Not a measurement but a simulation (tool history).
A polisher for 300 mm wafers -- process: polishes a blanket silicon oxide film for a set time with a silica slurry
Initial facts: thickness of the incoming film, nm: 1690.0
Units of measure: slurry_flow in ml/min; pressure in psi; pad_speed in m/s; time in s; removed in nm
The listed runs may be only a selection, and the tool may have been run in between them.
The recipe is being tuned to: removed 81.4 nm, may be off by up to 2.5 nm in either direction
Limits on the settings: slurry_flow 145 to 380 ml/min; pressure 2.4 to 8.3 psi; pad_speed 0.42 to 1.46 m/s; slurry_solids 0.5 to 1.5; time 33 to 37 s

run  hour  slurry_flow  pressure  pad_speed  slurry_solids  time  removed
  1     0          245       5.3       0.94              1    37   134.74
  2   4.1          245       5.3       0.74              1    37   113.93
  3   9.2          245       4.8       0.74              1    37   105.44
  4  10.7          245       5.4       0.74              1    37   113.55
  5  16.5          245       5.4       0.56              1    37   89.598
  6    18          245       5.2       0.56              1    37   89.286
  7  18.5          245         5       0.56              1    37   86.211
  8    23          245       4.9       0.56              1    37   85.246

Which of these 5 next moves meets every target?
  A  27.5          250       5.6       0.58           0.85    35        ?
  B  27.5          250       5.4       0.56              1    36        ?
  C  27.5          295       4.1       0.56            1.4    36        ?
  D  27.5          270       4.7       0.64           1.05    35        ?
  E  27.5          245       5.6       0.62              1    33        ?

move  removed
   A   83.724
   B   91.014
   C    89.91
   D   92.061
   E   92.879
A: meets every target
B: moves away from the targets compared with the last run
C: moves away from the targets compared with the last run
D: moves away from the targets compared with the last run
E: moves away from the targets compared with the last run
Answer: A
